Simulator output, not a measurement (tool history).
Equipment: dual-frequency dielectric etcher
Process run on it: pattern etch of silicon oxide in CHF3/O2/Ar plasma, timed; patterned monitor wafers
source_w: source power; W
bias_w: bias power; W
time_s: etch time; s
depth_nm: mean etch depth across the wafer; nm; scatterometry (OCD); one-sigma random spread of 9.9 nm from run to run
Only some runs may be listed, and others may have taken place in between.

Run 1, day 0: source_w 880 W, bias_w 222 W, time_s 609 s. Result: depth_nm 1460.2 nm.
Run 2, day 0.179: source_w 950 W, bias_w 230 W, time_s 611 s. Result: depth_nm 1527.5 nm.
Run 3, day 0.438: source_w 950 W, bias_w 260 W, time_s 611 s. Result: depth_nm 1595.9 nm.
Run 4, day 0.804: source_w 950 W, bias_w 233 W, time_s 611 s. Result: depth_nm 1541.4 nm.
Run 5, day 1.092: source_w 950 W, bias_w 233 W, time_s 637.5 s. Result: depth_nm 1611.8 nm.
Run 6, day 1.392: source_w 980 W, bias_w 236 W, time_s 637.5 s. Result: depth_nm 1650.7 nm.

Run 7 is up next; what results do you expect?
Run 7, day 1.708: source_w 980 W, bias_w 236 W, time_s 637.5 s. Result: depth_nm ?.

depth_nm: 1642.6 nm
